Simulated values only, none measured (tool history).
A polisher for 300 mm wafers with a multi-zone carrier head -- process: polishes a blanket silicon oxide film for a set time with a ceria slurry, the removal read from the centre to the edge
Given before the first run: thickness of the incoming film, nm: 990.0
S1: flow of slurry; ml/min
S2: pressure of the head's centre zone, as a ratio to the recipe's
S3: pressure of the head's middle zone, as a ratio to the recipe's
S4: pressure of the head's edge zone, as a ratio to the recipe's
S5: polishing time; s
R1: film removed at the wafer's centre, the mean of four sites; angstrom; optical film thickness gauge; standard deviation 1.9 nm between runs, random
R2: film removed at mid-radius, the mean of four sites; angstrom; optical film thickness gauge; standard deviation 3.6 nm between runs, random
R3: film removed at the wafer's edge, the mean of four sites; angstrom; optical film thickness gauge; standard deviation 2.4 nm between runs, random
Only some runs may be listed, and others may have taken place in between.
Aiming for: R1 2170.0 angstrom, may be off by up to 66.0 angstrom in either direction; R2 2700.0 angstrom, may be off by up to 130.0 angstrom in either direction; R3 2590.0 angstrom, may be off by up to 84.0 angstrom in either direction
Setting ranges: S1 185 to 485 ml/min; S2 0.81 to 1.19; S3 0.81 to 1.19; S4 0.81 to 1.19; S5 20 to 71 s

run    day   S1    S2    S3    S4  S5      R1      R2      R3
  1  0.000  310  1.00  1.00  1.00  45  1910.5  1844.6  1835.1
  2  0.142  310  1.00  1.00  1.00  35  1485.6  1472.9  1435.5
  3  0.446  310  0.96  1.04  1.04  41  1659.9  1760.5  1726.5
  4  0.704  310  0.96  0.98  1.04  41  1615.0  1657.8  1753.4
  5  0.754  315  0.94  1.03  1.07  45  1757.7  1898.7  1952.2
  6  0.992  385  0.94  1.03  1.07  45  1822.0  1909.3  1940.0
  7  1.100  365  0.93  1.07  1.09  48  1910.3  2150.1  2065.2
  8  1.146  365  0.93  1.07  1.09  48  1887.0  2139.2  2052.5
  9  1.433  350  0.92  1.08  1.11  51  1998.9  2364.7  2183.2
 10  1.546  350  0.91  1.07  1.13  53  2031.1  2345.6  2339.0
 11  1.733  350  0.90  1.08  1.14  54  2083.1  2415.2  2392.3
 12  2.067  350  0.89  1.09  1.15  55  2089.9  2505.5  2456.4
 13  2.271  350  0.89  1.10  1.16  56  2105.4  2533.1  2491.4

Of the 5 settings listed for the next run, only one would bring every result within its allowed miss of target. Which one?
  A  2.475  355  0.86  1.09  1.12  59   ?   ?   ?
  B  2.475  355  0.96  1.12  1.17  53   ?   ?   ?
  C  2.475  360  0.89  1.15  1.16  54   ?   ?   ?
  D  2.475  320  0.87  1.06  1.19  55   ?   ?   ?
  E  2.475  355  0.90  0.99  1.19  57   ?   ?   ?

move      R1      R2      R3
   A  2181.7  2732.5  2597.2
   B  2190.2  2510.8  2385.2
   C  2070.7  2621.2  2420.7
   D  2035.6  2463.1  2481.0
   E  2205.1  2431.9  2592.6
A: all results land within tolerance of their targets
B: further off than the last run
C: brings the result that was furthest off to its target, and leaves another outside
D: further off than the last run
E: further off than the last run
Correct choice: A, which meets every target
